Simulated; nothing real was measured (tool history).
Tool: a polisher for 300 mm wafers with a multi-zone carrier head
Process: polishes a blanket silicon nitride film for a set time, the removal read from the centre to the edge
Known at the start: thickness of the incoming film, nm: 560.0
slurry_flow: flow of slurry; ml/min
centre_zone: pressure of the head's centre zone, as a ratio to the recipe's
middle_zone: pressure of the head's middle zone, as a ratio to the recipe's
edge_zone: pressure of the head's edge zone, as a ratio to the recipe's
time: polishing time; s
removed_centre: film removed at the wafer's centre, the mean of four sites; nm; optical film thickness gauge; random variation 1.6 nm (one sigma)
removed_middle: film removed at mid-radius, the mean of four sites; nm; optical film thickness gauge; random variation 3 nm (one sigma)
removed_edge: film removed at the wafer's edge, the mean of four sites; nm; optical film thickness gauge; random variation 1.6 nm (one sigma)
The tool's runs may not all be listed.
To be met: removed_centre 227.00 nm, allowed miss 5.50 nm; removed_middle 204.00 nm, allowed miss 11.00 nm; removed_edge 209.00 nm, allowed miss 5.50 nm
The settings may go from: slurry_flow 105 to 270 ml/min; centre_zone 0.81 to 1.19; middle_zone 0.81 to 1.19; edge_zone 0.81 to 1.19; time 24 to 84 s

run,hour,slurry_flow,centre_zone,middle_zone,edge_zone,time,removed_centre,removed_middle,removed_edge
1,0.0,175,1.00,1.00,1.00,54,154.13,155.55,164.72
2,3.9,185,1.03,1.02,1.02,55,163.15,161.87,169.83
3,10.9,185,1.03,1.07,1.02,55,160.98,169.27,171.40
4,13.7,220,1.03,1.07,1.02,55,166.17,170.71,173.54
5,15.4,245,1.03,1.07,1.02,55,170.82,174.35,174.97
6,20.5,265,1.03,1.07,1.02,55,172.05,178.41,174.07
7,24.4,265,1.05,1.07,1.03,56,176.69,185.30,178.81
8,31.9,260,1.07,1.04,1.03,58,185.95,183.68,187.07
9,34.4,260,1.09,1.04,1.03,59,194.44,188.93,191.17
10,41.8,260,1.11,1.04,1.03,60,203.25,190.95,193.13
11,45.2,260,1.12,1.04,1.04,60,203.12,189.45,194.25
# hour 51.5: edge zone pressure recalibrated
12,51.5,260,1.13,1.04,1.04,61,209.28,188.05,188.37
13,55.2,260,1.13,1.04,1.04,62,215.24,200.29,193.30
14,63.8,260,1.13,1.03,1.05,62,211.80,191.07,190.58
15,68.8,260,1.13,1.02,1.03,62,213.14,194.36,193.65

Which of these 5 next moves meets every target?
A,73.8,270,1.14,1.01,1.08,66,?,?,?
B,73.8,270,1.10,1.16,0.89,59,?,?,?
C,73.8,250,1.19,0.92,1.11,66,?,?,?
D,73.8,225,1.18,0.90,1.15,67,?,?,?
E,73.8,235,1.19,0.95,1.11,63,?,?,?

move,removed_centre,removed_middle,removed_edge
A,224.69,206.18,208.12
B,193.97,207.56,169.26
C,232.15,188.89,209.84
D,230.15,185.75,214.77
E,219.74,183.77,199.05
A: meets every target
B: further off than the last run
C: brings the result that was furthest off to its target, and leaves another outside
D: takes the result that was furthest off past its target
E: nearer than the last run, and not there yet
Move A is the one to make.

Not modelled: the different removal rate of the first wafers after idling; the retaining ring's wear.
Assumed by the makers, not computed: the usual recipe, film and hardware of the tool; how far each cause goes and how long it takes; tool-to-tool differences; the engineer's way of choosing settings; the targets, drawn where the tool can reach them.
